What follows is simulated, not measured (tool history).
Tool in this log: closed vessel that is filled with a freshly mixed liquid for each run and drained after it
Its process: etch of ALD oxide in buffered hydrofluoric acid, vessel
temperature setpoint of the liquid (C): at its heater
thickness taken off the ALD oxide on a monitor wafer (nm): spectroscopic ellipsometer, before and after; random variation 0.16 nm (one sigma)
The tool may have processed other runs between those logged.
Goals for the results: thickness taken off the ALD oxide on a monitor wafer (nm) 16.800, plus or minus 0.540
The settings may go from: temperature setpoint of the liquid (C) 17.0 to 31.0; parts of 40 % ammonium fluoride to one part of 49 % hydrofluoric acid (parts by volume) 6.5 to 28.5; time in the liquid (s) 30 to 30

run,hour,temperature setpoint of the liquid (C),parts of 40 % ammonium fluoride to one part of 49 % hydrofluoric acid (parts by volume),time in the liquid (s),thickness taken off the ALD oxide on a monitor wafer (nm)
1,0.0,23.0,17.5,30,27.009
2,1.4,24.0,17.5,30,28.062
3,5.4,22.5,18.5,30,24.726
4,7.0,22.5,18.5,30,24.766
5,9.2,21.0,19.0,30,22.249
6,11.4,20.0,19.5,30,20.698
7,16.7,19.5,20.0,30,19.230
8,21.8,19.0,20.0,30,18.779
9,27.9,18.5,20.0,30,18.374
10,35.3,18.0,20.0,30,17.678

Which one of the following 4 next-run settings gets every result inside its allowed miss? There is exactly one.
A,42.7,18.0,22.0,30,?
B,42.7,17.5,23.5,30,?
C,42.7,19.5,21.5,30,?
D,42.7,17.0,22.0,30,?

move,thickness taken off the ALD oxide on a monitor wafer (nm)
A,16.853
B,15.649
C,18.642
D,15.918
A: all results in spec
B: takes the result that was furthest off past its target
C: further off than the last run
D: takes the result that was furthest off past its target
A is the move that brings every result within its allowed miss.
